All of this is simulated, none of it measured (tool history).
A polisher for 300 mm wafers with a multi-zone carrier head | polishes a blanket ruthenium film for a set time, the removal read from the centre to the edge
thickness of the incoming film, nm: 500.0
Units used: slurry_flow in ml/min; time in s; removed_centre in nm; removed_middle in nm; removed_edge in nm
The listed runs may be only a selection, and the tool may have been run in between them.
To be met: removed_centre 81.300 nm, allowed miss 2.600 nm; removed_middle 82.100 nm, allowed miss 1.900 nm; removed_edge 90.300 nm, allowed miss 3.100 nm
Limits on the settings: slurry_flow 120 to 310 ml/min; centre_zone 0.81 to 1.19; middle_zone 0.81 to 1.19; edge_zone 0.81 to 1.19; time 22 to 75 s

run    day  slurry_flow  centre_zone  middle_zone  edge_zone  time  removed_centre  removed_middle  removed_edge
  1  0.000          200         1.00         1.00       1.00    48          64.009          64.901        65.730
  2  0.242          200         1.00         1.03       1.00    48          64.442          66.863        64.178
  3  0.425          200         1.08         1.03       1.00    48          68.594          66.758        64.348
  4  0.779          200         1.03         1.03       1.00    48          65.167          66.373        64.610
  5  0.946          200         1.03         1.03       1.00    40          55.688          55.945        53.775
  6  1.183          200         1.07         1.03       1.00    40          56.580          55.838        54.262
  7  1.388          190         0.98         0.99       1.10    54          71.394          72.231        75.345
  8  1.558          210         0.97         0.98       1.12    56          74.770          76.025        79.756
  9  1.796          220         0.96         0.97       1.14    57          75.042          76.032        84.158
 10  2.162          235         0.97         0.98       1.15    57          76.802          77.943        85.531
 11  2.429          245         0.98         0.99       1.16    57          79.005          78.964        83.518
 12  2.767          250         0.97         0.98       1.17    58          78.664          79.895        87.669
 13  2.821          255         0.97         0.98       1.18    58          79.549          80.871        87.267

Which single option among these 5 for the next run brings every result within its allowed miss of target? Just one does.
  A  2.875          220         1.15         1.05       1.15    57               ?               ?             ?
  B  2.875          295         0.95         0.97       1.18    56               ?               ?             ?
  C  2.875          300         0.92         1.00       1.15    56               ?               ?             ?
  D  2.875          275         0.97         0.98       1.18    59               ?               ?             ?
  E  2.875          265         1.09         0.99       1.15    55               ?               ?             ?

move  removed_centre  removed_middle  removed_edge
   A          87.465          81.902        84.040
   B          76.299          78.040        86.064
   C          74.498          80.218        84.997
   D          81.092          82.307        90.144
   E          82.840          77.026        82.639
A: lands further from the targets than the last run did
B: lands further from the targets than the last run did
C: lands further from the targets than the last run did
D: every result lands within tolerance
E: lands further from the targets than the last run did
Move D is the one to make.
